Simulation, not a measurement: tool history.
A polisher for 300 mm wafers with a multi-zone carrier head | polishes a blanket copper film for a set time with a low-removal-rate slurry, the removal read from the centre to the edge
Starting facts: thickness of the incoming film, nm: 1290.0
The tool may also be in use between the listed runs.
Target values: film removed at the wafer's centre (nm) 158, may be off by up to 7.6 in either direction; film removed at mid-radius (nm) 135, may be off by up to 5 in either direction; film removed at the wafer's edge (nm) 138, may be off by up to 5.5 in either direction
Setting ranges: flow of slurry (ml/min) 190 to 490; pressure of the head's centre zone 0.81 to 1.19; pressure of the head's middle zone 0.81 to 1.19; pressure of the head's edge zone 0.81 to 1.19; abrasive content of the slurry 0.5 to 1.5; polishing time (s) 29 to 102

run  hour  flow of slurry (ml/min)  pressure of the head's centre zone  pressure of the head's middle zone  pressure of the head's edge zone  abrasive content of the slurry  polishing time (s)  film removed at the wafer's centre (nm)  film removed at mid-radius (nm)  film removed at the wafer's edge (nm)
  1     0                      315                                   1                                   1                                 1                               1                  65                                   162.44                           159.03                                 164.52
  2   8.1                      315                                   1                                   1                              1.04                               1                  65                                   159.13                           160.41                                 167.42
  3  12.1                      315                                0.93                                   1                              1.04                               1                  65                                   155.28                           159.93                                 168.57
  4  19.1                      315                                0.93                                   1                              0.98                               1                  65                                   154.66                           160.64                                 161.08
  5  27.1                      315                                0.87                                   1                              0.98                               1                  65                                   146.15                           157.52                                 164.08
  6    34                      315                                 0.9                                0.98                              0.96                            0.95                  65                                   143.75                            157.6                                 162.15
  7    37                      315                                 0.9                                0.98                              0.96                            0.95                  65                                   146.74                           155.78                                 161.06
  8    43                      315                                0.94                                0.97                              0.94                            0.95                  64                                    148.4                           150.09                                 156.55
  9  46.9                      315                                0.97                                0.97                              0.92                            0.95                  64                                   152.99                           151.04                                 154.97
 10  51.8                      315                                0.99                                0.96                              0.91                            0.95                  63                                    156.9                            148.2                                 148.99
 11  52.9                      315                                   1                                0.95                               0.9                            0.95                  63                                   155.72                           148.08                                 150.82
 12  54.5                      325                                 1.1                                0.94                              0.86                             0.7                  60                                   150.82                           130.71                                 131.05
 13  63.3                      325                                 1.1                                0.94                              0.87                             0.7                  60                                   149.87                            130.4                                 130.96
 14  70.6                      325                                 1.1                                0.94                              0.88                             0.7                  60                                   151.29                           129.14                                 132.61
 15  76.2                      325                                 1.1                                0.94                              0.88                             0.7                  60                                   153.73                           129.38                                 131.48
 16    78                      325                                 1.1                                0.94                              0.89                             0.7                  60                                    152.6                           131.13                                 131.46
 17    86                      325                                 1.1                                0.94                               0.9                             0.7                  60                                   150.46                            130.4                                 132.33
 18  87.4                      325                                 1.1                                0.94                               0.9                             0.7                  60                                   150.14                           129.94                                 134.59

Which single option among these 4 for the next run brings every result within its allowed miss of target? Just one does.
  A  88.8                      285                                1.01                                0.83                              1.04                            0.65                  64                                        ?                                ?                                      ?
  B  88.8                      285                                1.05                                1.07                              0.97                             0.8                  59                                        ?                                ?                                      ?
  C  88.8                      255                                1.11                                0.94                              0.87                            1.05                  59                                        ?                                ?                                      ?
  D  88.8                      305                                1.19                                0.86                              0.83                             0.6                  64                                        ?                                ?                                      ?

move  film removed at the wafer's centre (nm)  film removed at mid-radius (nm)  film removed at the wafer's edge (nm)
   A                                   145.45                           122.02                                  152.1
   B                                    145.1                           145.36                                 141.47
   C                                   158.91                           136.37                                 141.89
   D                                   166.09                           124.39                                 136.08
A: further off than the last run
B: further off than the last run
C: meets every target
D: takes the result that was furthest off past its target
C is the move that brings every result within its allowed miss.
